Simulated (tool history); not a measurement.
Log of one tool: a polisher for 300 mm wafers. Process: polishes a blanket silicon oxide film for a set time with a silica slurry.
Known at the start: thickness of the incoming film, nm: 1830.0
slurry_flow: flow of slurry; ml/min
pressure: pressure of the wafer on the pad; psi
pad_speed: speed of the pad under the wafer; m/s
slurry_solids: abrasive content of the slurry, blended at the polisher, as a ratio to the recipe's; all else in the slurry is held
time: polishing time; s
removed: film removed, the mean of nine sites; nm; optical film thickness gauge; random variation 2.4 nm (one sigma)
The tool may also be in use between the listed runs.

run	hour	slurry_flow	pressure	pad_speed	slurry_solids	time	removed
1	0.0	290	4.5	0.90	1.0	70	173.95
2	1.1	290	4.5	0.90	1.2	70	190.31
3	8.5	290	4.5	0.68	1.2	70	158.59
4	11.7	290	3.5	0.68	1.2	70	121.86
5	16.0	290	3.5	0.50	1.2	70	104.08
6	20.0	340	3.5	0.50	1.2	70	103.53
7	22.1	340	4.4	0.50	1.2	70	130.88

Forecast run 8:
8	30.2	340	5.0	0.50	1.2	70	?

Run 8 gave removed 149.93 nm.

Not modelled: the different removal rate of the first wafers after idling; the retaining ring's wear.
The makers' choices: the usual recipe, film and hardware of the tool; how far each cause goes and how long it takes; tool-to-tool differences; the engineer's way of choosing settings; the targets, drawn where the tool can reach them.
